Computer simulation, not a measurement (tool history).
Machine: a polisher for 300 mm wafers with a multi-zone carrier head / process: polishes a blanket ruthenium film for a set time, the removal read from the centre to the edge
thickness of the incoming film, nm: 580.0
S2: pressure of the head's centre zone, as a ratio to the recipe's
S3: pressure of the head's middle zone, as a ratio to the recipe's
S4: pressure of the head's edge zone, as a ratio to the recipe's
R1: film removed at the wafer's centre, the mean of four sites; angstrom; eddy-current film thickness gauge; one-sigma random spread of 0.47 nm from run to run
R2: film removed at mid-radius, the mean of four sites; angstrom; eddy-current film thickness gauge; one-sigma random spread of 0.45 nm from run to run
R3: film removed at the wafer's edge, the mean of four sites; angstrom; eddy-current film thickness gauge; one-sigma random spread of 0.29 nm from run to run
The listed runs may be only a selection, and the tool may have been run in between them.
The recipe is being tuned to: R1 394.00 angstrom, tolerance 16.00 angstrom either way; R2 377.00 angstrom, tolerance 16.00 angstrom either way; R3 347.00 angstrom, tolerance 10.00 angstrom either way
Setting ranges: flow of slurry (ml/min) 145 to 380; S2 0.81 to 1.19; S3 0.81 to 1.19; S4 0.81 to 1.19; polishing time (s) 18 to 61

run 1 hour=0.0 | flow_of_slurry_(ml/min)=245 S2=1.00 S3=1.00 S4=1.00 polishing_time_(s)=39 | R1=304.28 R2=304.86 R3=294.86
run 2 hour=8.0 | flow_of_slurry_(ml/min)=275 S2=1.00 S3=1.00 S4=1.00 polishing_time_(s)=39 | R1=308.99 R2=297.75 R3=295.92
run 3 hour=14.4 | flow_of_slurry_(ml/min)=275 S2=1.01 S3=1.01 S4=1.01 polishing_time_(s)=40 | R1=320.28 R2=314.25 R3=301.01
run 4 hour=16.0 | flow_of_slurry_(ml/min)=275 S2=1.01 S3=1.01 S4=1.09 polishing_time_(s)=40 | R1=314.54 R2=310.69 R3=317.70
run 5 hour=18.2 | flow_of_slurry_(ml/min)=275 S2=1.02 S3=1.02 S4=1.09 polishing_time_(s)=40 | R1=315.29 R2=308.62 R3=315.29
run 6 hour=20.2 | flow_of_slurry_(ml/min)=275 S2=1.02 S3=1.02 S4=1.09 polishing_time_(s)=33 | R1=258.16 R2=255.77 R3=258.80
run 7 hour=26.0 | flow_of_slurry_(ml/min)=275 S2=1.03 S3=1.03 S4=1.09 polishing_time_(s)=34 | R1=275.28 R2=271.32 R3=268.04
run 8 hour=33.9 | flow_of_slurry_(ml/min)=275 S2=1.04 S3=1.04 S4=1.09 polishing_time_(s)=35 | R1=289.47 R2=284.33 R3=275.32
run 9 hour=37.7 | flow_of_slurry_(ml/min)=275 S2=1.05 S3=1.05 S4=1.10 polishing_time_(s)=36 | R1=297.39 R2=291.55 R3=285.84
run 10 hour=46.1 | flow_of_slurry_(ml/min)=275 S2=1.06 S3=1.06 S4=1.10 polishing_time_(s)=37 | R1=309.93 R2=301.14 R3=290.90
run 11 hour=51.1 | flow_of_slurry_(ml/min)=275 S2=1.07 S3=1.07 S4=1.10 polishing_time_(s)=38 | R1=322.37 R2=305.79 R3=298.02
run 12 hour=58.3 | flow_of_slurry_(ml/min)=275 S2=1.07 S3=1.08 S4=1.10 polishing_time_(s)=39 | R1=324.88 R2=321.14 R3=307.36
run 13 hour=64.6 | flow_of_slurry_(ml/min)=275 S2=1.08 S3=1.09 S4=1.10 polishing_time_(s)=39 | R1=326.72 R2=326.37 R3=309.22
run 14 hour=67.7 | flow_of_slurry_(ml/min)=275 S2=1.09 S3=1.10 S4=1.10 polishing_time_(s)=39 | R1=329.30 R2=329.58 R3=309.77
run 15 hour=75.7 | flow_of_slurry_(ml/min)=275 S2=1.10 S3=1.11 S4=1.10 polishing_time_(s)=39 | R1=339.26 R2=328.37 R3=309.43
run 16 hour=77.2 | flow_of_slurry_(ml/min)=275 S2=1.11 S3=1.12 S4=1.10 polishing_time_(s)=39 | R1=339.98 R2=330.28 R3=304.82
run 17 hour=80.1 | flow_of_slurry_(ml/min)=275 S2=1.12 S3=1.13 S4=1.11 polishing_time_(s)=39 | R1=346.18 R2=332.13 R3=312.38
run 18 hour=86.7 | flow_of_slurry_(ml/min)=275 S2=1.12 S3=1.14 S4=1.11 polishing_time_(s)=39 | R1=343.43 R2=338.61 R3=314.34
run 19 hour=91.9 | flow_of_slurry_(ml/min)=275 S2=1.13 S3=1.14 S4=1.11 polishing_time_(s)=39 | R1=343.63 R2=334.76 R3=307.56
run 20 hour=99.4 | flow_of_slurry_(ml/min)=280 S2=1.14 S3=1.14 S4=1.12 polishing_time_(s)=39 | R1=352.88 R2=336.23 R3=306.75
run 21 hour=99.9 | flow_of_slurry_(ml/min)=280 S2=1.15 S3=1.15 S4=1.14 polishing_time_(s)=41 | R1=374.19 R2=355.51 R3=328.40

Exercise: of the 5 proposed moves below, exactly one satisfies all targets within the stated allowed misses. Which move is it?
run A hour=100.4 | flow_of_slurry_(ml/min)=215 S2=1.05 S3=1.13 S4=1.19 polishing_time_(s)=42 | R1=? R2=? R3=?
run B hour=100.4 | flow_of_slurry_(ml/min)=240 S2=1.19 S3=1.06 S4=1.11 polishing_time_(s)=42 | R1=? R2=? R3=?
run C hour=100.4 | flow_of_slurry_(ml/min)=310 S2=1.16 S3=1.17 S4=1.14 polishing_time_(s)=43 | R1=? R2=? R3=?
run D hour=100.4 | flow_of_slurry_(ml/min)=185 S2=1.17 S3=1.07 S4=1.12 polishing_time_(s)=45 | R1=? R2=? R3=?
run E hour=100.4 | flow_of_slurry_(ml/min)=285 S2=1.18 S3=1.09 S4=1.03 polishing_time_(s)=45 | R1=? R2=? R3=?

move=A R1=336.39 R2=350.76 R3=344.19
move=B R1=387.60 R2=336.75 R3=336.00
move=C R1=399.28 R2=386.00 R3=355.73
move=D R1=391.66 R2=350.39 R3=351.68
move=E R1=420.93 R2=376.91 R3=351.88
A: brings the last run's worst result on target, with another outside its allowed miss
B: misses by more than the last run did
C: meets every target
D: brings the last run's worst result on target, with another outside its allowed miss
E: brings the last run's worst result on target, with another outside its allowed miss
C meets every target.

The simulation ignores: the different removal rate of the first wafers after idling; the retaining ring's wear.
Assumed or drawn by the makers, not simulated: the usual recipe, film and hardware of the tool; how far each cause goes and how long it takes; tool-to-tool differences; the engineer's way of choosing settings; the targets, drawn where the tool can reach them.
